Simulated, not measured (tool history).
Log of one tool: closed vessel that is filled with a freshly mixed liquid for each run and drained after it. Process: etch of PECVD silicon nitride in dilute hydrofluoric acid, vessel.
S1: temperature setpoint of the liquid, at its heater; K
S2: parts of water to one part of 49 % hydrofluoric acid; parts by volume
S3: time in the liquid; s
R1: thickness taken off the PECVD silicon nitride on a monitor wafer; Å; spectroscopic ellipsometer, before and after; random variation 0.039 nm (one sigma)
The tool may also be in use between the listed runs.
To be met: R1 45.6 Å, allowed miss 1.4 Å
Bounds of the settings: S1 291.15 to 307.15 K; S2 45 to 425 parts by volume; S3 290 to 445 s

Run 1, day 0: S1 299.15 K, S2 235 parts by volume, S3 445 s. Result: R1 36.993 Å.
Run 2, day 0.217: S1 299.15 K, S2 175 parts by volume, S3 445 s. Result: R1 49.857 Å.
Run 3, day 0.538: S1 299.15 K, S2 255 parts by volume, S3 445 s. Result: R1 33.851 Å.
Run 4, day 0.908: S1 299.15 K, S2 255 parts by volume, S3 290 s. Result: R1 22.434 Å.
Run 5, day 1.308: S1 299.15 K, S2 255 parts by volume, S3 290 s. Result: R1 22.318 Å.
Run 6, day 1.692: S1 302.65 K, S2 255 parts by volume, S3 290 s. Result: R1 27.232 Å.
Run 7, day 1.9: S1 303.65 K, S2 240 parts by volume, S3 290 s. Result: R1 30.942 Å.
Run 8, day 2.262: S1 304.65 K, S2 225 parts by volume, S3 290 s. Result: R1 34.816 Å.
Run 9, day 2.317: S1 305.15 K, S2 215 parts by volume, S3 290 s. Result: R1 37.963 Å.
Run 10, day 2.612: S1 305.65 K, S2 210 parts by volume, S3 290 s. Result: R1 40.126 Å.
Run 11, day 2.908: S1 305.65 K, S2 210 parts by volume, S3 290 s. Result: R1 39.897 Å.
Run 12, day 3.196: S1 306.15 K, S2 205 parts by volume, S3 290 s. Result: R1 42.098 Å.

Which of these 5 next moves meets every target?
Run A, day 3.483: S1 306.65 K, S2 245 parts by volume, S3 400 s. Result: R1 ?.
Run B, day 3.483: S1 305.15 K, S2 255 parts by volume, S3 435 s. Result: R1 ?.
Run C, day 3.483: S1 306.65 K, S2 185 parts by volume, S3 290 s. Result: R1 ?.
Run D, day 3.483: S1 306.65 K, S2 195 parts by volume, S3 290 s. Result: R1 ?.
Run E, day 3.483: S1 307.15 K, S2 185 parts by volume, S3 290 s. Result: R1 ?.

move      R1
   A   49.63
   B  47.526
   C  48.204
   D  45.641
   E  49.627
A: takes the result that was furthest off past its target
B: takes the result that was furthest off past its target
C: takes the result that was furthest off past its target
D: meets every target
E: takes the result that was furthest off past its target
Answer: D

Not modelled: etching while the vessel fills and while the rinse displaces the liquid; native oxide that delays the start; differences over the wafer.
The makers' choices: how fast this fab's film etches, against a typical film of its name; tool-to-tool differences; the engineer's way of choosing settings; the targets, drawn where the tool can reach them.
